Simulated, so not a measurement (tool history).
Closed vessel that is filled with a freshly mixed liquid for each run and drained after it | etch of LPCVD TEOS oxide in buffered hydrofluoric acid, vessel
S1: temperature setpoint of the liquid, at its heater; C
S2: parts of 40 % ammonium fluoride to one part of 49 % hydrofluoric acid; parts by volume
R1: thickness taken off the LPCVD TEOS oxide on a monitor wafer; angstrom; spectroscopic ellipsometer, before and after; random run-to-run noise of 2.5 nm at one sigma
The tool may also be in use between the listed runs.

{"run": 1, "hour": 0.0, "S1": 24.0, "S2": 8.5, "time in the liquid (s)": 100, "R1": 3737.6}
{"run": 2, "hour": 5.8, "S1": 22.5, "S2": 8.5, "time in the liquid (s)": 100, "R1": 3432.2}
{"run": 3, "hour": 6.6, "S1": 21.5, "S2": 8.5, "time in the liquid (s)": 100, "R1": 3306.9}
{"run": 4, "hour": 7.4, "S1": 20.5, "S2": 8.5, "time in the liquid (s)": 100, "R1": 3055.3}
{"run": 5, "hour": 9.3, "S1": 20.5, "S2": 8.5, "time in the liquid (s)": 100, "R1": 3123.8}
{"run": 6, "hour": 16.0, "S1": 19.5, "S2": 8.5, "time in the liquid (s)": 100, "R1": 2929.5}
{"run": 7, "hour": 21.6, "S1": 19.0, "S2": 8.5, "time in the liquid (s)": 100, "R1": 2890.7}

What does the tool deliver on the next run?
{"run": 8, "hour": 25.1, "S1": 19.0, "S2": 8.5, "time in the liquid (s)": 100, "R1": "?"}

{"run 8": {"R1": 2861.1}}

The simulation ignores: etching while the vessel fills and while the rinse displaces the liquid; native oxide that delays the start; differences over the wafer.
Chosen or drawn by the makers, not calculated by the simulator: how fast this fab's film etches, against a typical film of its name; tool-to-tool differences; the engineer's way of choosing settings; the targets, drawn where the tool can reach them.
